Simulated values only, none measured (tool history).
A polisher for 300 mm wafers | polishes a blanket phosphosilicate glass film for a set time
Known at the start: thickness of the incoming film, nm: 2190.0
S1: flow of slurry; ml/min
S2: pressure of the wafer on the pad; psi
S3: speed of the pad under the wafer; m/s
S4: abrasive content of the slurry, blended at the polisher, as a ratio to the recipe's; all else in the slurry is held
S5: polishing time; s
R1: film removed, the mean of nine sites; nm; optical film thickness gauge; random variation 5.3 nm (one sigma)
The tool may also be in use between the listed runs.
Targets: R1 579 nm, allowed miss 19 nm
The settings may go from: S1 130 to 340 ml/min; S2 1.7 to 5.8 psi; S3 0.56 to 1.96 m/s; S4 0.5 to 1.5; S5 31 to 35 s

| run | hour | S1 | S2 | S3 | S4 | S5 | R1 |
|---|---|---|---|---|---|---|---|
| 1 | 0 | 220 | 3.7 | 1.26 | 1 | 35 | 420.81 |
| 2 | 4.1 | 255 | 3.7 | 1.26 | 1 | 35 | 438.23 |
| 3 | 9.9 | 255 | 3.7 | 1.26 | 1.15 | 35 | 454.78 |
| 4 | 14.5 | 205 | 3.7 | 1.26 | 1.15 | 35 | 439.28 |
| 5 | 22.3 | 205 | 3.1 | 1.26 | 1.15 | 35 | 373.25 |
| 6 | 27.8 | 215 | 3.5 | 1.26 | 1.15 | 35 | 425.7 |
| 7 | 33.6 | 220 | 3.8 | 1.26 | 1.15 | 35 | 455.59 |
| 8 | 38.5 | 230 | 4 | 1.26 | 1.15 | 35 | 476.99 |
| 9 | 42.7 | 235 | 4.2 | 1.26 | 1.15 | 35 | 514.76 |
| 10 | 46.1 | 240 | 4.3 | 1.26 | 1.15 | 35 | 527.26 |
| 11 | 50 | 245 | 4.4 | 1.26 | 1.15 | 35 | 540.22 |
| 12 | 51.6 | 250 | 4.5 | 1.26 | 1.15 | 35 | 558.14 |
| 13 | 56.9 | 255 | 4.5 | 1.26 | 1.15 | 35 | 548.11 |

Which of these 5 next moves meets every target?
| A | 62.2 | 285 | 4.8 | 1.46 | 1.15 | 33 | ? |
| B | 62.2 | 260 | 4.6 | 1.4 | 1.1 | 34 | ? |
| C | 62.2 | 275 | 4.3 | 1.44 | 1.2 | 32 | ? |
| D | 62.2 | 255 | 4.5 | 1.3 | 1.1 | 34 | ? |
| E | 62.2 | 185 | 5.4 | 1 | 1.2 | 35 | ? |

| move | R1 |
|---|---|
| A | 619.11 |
| B | 576.54 |
| C | 539.74 |
| D | 530.68 |
| E | 523.29 |
A: takes the result that was furthest off past its target
B: meets every target
C: further off than the last run
D: further off than the last run
E: further off than the last run
Answer: B
